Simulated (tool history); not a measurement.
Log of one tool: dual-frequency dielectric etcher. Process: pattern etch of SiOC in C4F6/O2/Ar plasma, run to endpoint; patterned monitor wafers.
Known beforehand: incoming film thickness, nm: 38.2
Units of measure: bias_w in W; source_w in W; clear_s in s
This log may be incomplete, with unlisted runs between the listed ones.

run	day	bias_w	source_w	clear_s
1	0	404	420	13.537
2	0.179	437	430	12.925
3	0.254	462	430	12.717
4	0.35	462	470	12.113
5	0.692	462	400	13.209
6	0.808	422	400	13.678
7	0.925	452	410	12.985
8	1.167	476	420	12.702

For run 9, what comes out?
9	1.325	494	430	?

clear_s: 12.296 s
